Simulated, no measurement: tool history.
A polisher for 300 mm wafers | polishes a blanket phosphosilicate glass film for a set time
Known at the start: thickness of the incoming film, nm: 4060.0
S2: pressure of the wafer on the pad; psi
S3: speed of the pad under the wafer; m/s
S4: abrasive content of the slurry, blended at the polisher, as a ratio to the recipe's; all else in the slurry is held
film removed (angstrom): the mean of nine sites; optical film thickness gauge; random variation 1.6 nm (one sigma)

{"run": 1, "hour": 0.0, "flow of slurry (ml/min)": 265, "S2": 3.4, "S3": 1.22, "S4": 1, "polishing time (s)": 26, "film removed (angstrom)": 2604}
{"run": 2, "hour": 7.8, "flow of slurry (ml/min)": 265, "S2": 3.4, "S3": 1.22, "S4": 1, "polishing time (s)": 26, "film removed (angstrom)": 2555.2}
{"run": 3, "hour": 9.2, "flow of slurry (ml/min)": 265, "S2": 3.4, "S3": 0.94, "S4": 1, "polishing time (s)": 26, "film removed (angstrom)": 2250}
{"run": 4, "hour": 17.3, "flow of slurry (ml/min)": 265, "S2": 3.4, "S3": 0.94, "S4": 0.85, "polishing time (s)": 26, "film removed (angstrom)": 2047.5}
{"run": 5, "hour": 25.0, "flow of slurry (ml/min)": 265, "S2": 3.8, "S3": 0.94, "S4": 0.85, "polishing time (s)": 26, "film removed (angstrom)": 2281}
{"run": 6, "hour": 26.9, "flow of slurry (ml/min)": 265, "S2": 3.8, "S3": 0.94, "S4": 0.85, "polishing time (s)": 22, "film removed (angstrom)": 1937}
{"run": 7, "hour": 34.0, "flow of slurry (ml/min)": 265, "S2": 3.5, "S3": 0.94, "S4": 0.85, "polishing time (s)": 22, "film removed (angstrom)": 1828.6}
{"run": 8, "hour": 38.6, "flow of slurry (ml/min)": 265, "S2": 3.3, "S3": 0.94, "S4": 0.85, "polishing time (s)": 22, "film removed (angstrom)": 1704.2}
{"run": 9, "hour": 45.1, "flow of slurry (ml/min)": 265, "S2": 3.2, "S3": 0.94, "S4": 0.85, "polishing time (s)": 22, "film removed (angstrom)": 1674.7}
{"run": 10, "hour": 50.5, "flow of slurry (ml/min)": 265, "S2": 3.1, "S3": 0.94, "S4": 0.85, "polishing time (s)": 22, "film removed (angstrom)": 1634.2}
{"run": 11, "hour": 51.6, "flow of slurry (ml/min)": 265, "S2": 3, "S3": 0.94, "S4": 0.85, "polishing time (s)": 22, "film removed (angstrom)": 1562}
{"run": 12, "hour": 58.4, "flow of slurry (ml/min)": 265, "S2": 2.9, "S3": 0.94, "S4": 0.85, "polishing time (s)": 22, "film removed (angstrom)": 1540.2}

Run 13 comes next. What will it give?
{"run": 13, "hour": 64.1, "flow of slurry (ml/min)": 265, "S2": 2.8, "S3": 0.94, "S4": 0.85, "polishing time (s)": 22, "film removed (angstrom)": "?"}

{"run 13": {"film removed (angstrom)": 1488.2}}
